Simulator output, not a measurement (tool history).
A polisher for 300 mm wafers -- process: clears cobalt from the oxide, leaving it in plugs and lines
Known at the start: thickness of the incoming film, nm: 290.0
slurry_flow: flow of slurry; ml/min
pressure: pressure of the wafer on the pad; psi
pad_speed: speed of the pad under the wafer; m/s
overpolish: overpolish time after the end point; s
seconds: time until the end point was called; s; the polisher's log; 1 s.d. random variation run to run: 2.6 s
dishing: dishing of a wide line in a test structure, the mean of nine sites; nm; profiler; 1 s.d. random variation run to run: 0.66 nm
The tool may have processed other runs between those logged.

run 1 day=0.000 | slurry_flow=160 pressure=1.4 pad_speed=1.20 overpolish=21 | seconds=71.743 dishing=43.736
run 2 day=0.150 | slurry_flow=160 pressure=1.4 pad_speed=1.20 overpolish=15 | seconds=74.262 dishing=33.612
run 3 day=0.258 | slurry_flow=160 pressure=1.3 pad_speed=1.18 overpolish=17 | seconds=78.176 dishing=35.768
run 4 day=0.496 | slurry_flow=160 pressure=1.3 pad_speed=1.46 overpolish=17 | seconds=67.462 dishing=39.436
run 5 day=0.683 | slurry_flow=155 pressure=1.2 pad_speed=1.40 overpolish=19 | seconds=78.180 dishing=39.737
run 6 day=0.883 | slurry_flow=155 pressure=1.2 pad_speed=1.40 overpolish=26 | seconds=76.947 dishing=47.213
run 7 day=1.046 | slurry_flow=155 pressure=1.1 pad_speed=1.38 overpolish=27 | seconds=80.770 dishing=45.292

What does the tool deliver on the next run?
run 8 day=1.092 | slurry_flow=150 pressure=1.0 pad_speed=1.34 overpolish=29 | seconds=? dishing=?

seconds: 91.820 s
dishing: 44.095 nm
